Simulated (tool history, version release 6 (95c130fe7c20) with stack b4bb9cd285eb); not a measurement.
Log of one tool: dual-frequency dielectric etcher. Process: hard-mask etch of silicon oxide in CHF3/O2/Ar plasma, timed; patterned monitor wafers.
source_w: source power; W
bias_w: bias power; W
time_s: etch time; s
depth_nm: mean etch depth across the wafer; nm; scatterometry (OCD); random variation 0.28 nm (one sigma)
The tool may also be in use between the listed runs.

run	day	source_w	bias_w	time_s	depth_nm
1	0.000	530	145	21.0	37.389
2	0.133	540	146	21.0	37.950
3	0.233	540	146	19.5	35.557
4	0.604	460	146	19.5	32.770
5	0.721	520	146	19.5	34.917
6	1.042	540	147	19.5	35.361
7	1.146	560	148	19.5	36.065

The next listed run, before its measurement:
8	1.208	570	149	19.5	?

{"run 8": {"depth_nm": 36.396}}
